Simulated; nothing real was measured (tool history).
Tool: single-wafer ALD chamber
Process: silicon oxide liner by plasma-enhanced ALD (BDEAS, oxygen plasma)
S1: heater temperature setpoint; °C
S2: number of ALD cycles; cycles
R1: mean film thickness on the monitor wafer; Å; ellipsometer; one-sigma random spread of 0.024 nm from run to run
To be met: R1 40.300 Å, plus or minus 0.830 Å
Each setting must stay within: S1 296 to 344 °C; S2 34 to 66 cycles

{"run": 1, "hour": 0.0, "S1": 320, "S2": 50, "R1": 46.451}
{"run": 2, "hour": 7.9, "S1": 321, "S2": 48, "R1": 44.068}
{"run": 3, "hour": 9.9, "S1": 321, "S2": 54, "R1": 50.016}
{"run": 4, "hour": 11.6, "S1": 322, "S2": 51, "R1": 46.682}
{"run": 5, "hour": 15.3, "S1": 314, "S2": 51, "R1": 47.991}
{"run": 6, "hour": 24.1, "S1": 318, "S2": 49, "R1": 45.829}
{"run": 7, "hour": 24.9, "S1": 322, "S2": 48, "R1": 44.29}
{"run": 8, "hour": 32.4, "S1": 324, "S2": 47, "R1": 42.591}
{"run": 9, "hour": 39.5, "S1": 327, "S2": 47, "R1": 42.697}
{"run": 10, "hour": 46.4, "S1": 329, "S2": 46, "R1": 41.772}
{"run": 11, "hour": 52.6, "S1": 330, "S2": 46, "R1": 41.986}

Which of these 4 next moves meets every target?
{"run": "A", "hour": 58.8, "S1": 339, "S2": 45, "R1": "?"}
{"run": "B", "hour": 58.8, "S1": 339, "S2": 43, "R1": "?"}
{"run": "C", "hour": 58.8, "S1": 326, "S2": 42, "R1": "?"}
{"run": "D", "hour": 58.8, "S1": 329, "S2": 42, "R1": "?"}

move=A R1=40.134
move=B R1=38.350
move=C R1=38.282
move=D R1=38.092
A: hits every target within its allowed miss
B: takes the biggest miss from the last run beyond its target
C: takes the biggest miss from the last run beyond its target
D: takes the biggest miss from the last run beyond its target
The right move is A.

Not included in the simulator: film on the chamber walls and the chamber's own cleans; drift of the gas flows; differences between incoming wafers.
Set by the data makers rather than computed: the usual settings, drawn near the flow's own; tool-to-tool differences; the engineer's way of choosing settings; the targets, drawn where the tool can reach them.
